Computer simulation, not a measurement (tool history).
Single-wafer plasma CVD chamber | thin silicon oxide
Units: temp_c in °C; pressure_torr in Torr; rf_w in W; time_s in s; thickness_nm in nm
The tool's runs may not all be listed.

run 1 day=0.000 | temp_c=380 pressure_torr=1.02 rf_w=290 time_s=8.11 | thickness_nm=18.022
run 2 day=0.029 | temp_c=380 pressure_torr=1.06 rf_w=290 time_s=8.11 | thickness_nm=18.538
run 3 day=0.388 | temp_c=380 pressure_torr=1.06 rf_w=290 time_s=8.36 | thickness_nm=19.110
run 4 day=0.746 | temp_c=380 pressure_torr=1.08 rf_w=290 time_s=8.36 | thickness_nm=19.520
run 5 day=0.946 | temp_c=389 pressure_torr=1.08 rf_w=290 time_s=8.36 | thickness_nm=19.363
run 6 day=0.967 | temp_c=389 pressure_torr=1.10 rf_w=290 time_s=8.36 | thickness_nm=19.715

Forecast run 7:
run 7 day=1.283 | temp_c=389 pressure_torr=1.11 rf_w=290 time_s=8.36 | thickness_nm=?

Run 7 gave thickness_nm 19.716 nm.

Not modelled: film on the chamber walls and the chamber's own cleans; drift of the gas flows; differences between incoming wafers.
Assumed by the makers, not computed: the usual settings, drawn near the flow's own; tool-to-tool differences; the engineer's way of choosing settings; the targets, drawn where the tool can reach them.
